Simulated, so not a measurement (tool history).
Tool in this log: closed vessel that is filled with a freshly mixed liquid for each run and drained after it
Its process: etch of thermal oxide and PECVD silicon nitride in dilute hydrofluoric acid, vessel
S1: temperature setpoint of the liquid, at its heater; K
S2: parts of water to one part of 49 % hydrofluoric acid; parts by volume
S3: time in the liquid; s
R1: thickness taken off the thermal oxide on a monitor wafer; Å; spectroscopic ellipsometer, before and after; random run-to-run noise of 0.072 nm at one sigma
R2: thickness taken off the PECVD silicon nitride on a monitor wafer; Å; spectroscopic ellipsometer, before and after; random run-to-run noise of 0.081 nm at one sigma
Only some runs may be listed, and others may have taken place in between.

run  hour      S1   S2   S3      R1      R2
  1     0  297.15  115  295  129.32  161.15
  2     5  297.15  120  300  126.61  158.81
  3   7.1  297.15  150  300  96.634  123.63
  4   8.4  297.15  155  300  93.873  121.75
  5  15.1  297.15  155  215  65.603  87.995
  6  21.4  297.15  155  140  43.469  56.566
  7    24  297.65  150  140  45.604  60.907
  8  29.8  298.15  140  140  50.198   66.62
  9    34  298.65  135  140   52.92  72.177
 10    40  300.65   85  125   88.39  114.85

For run 11, what comes out?
 11  44.6  301.65  90  130   ?   ?

R1: 89.805 Å
R2: 120.71 Å
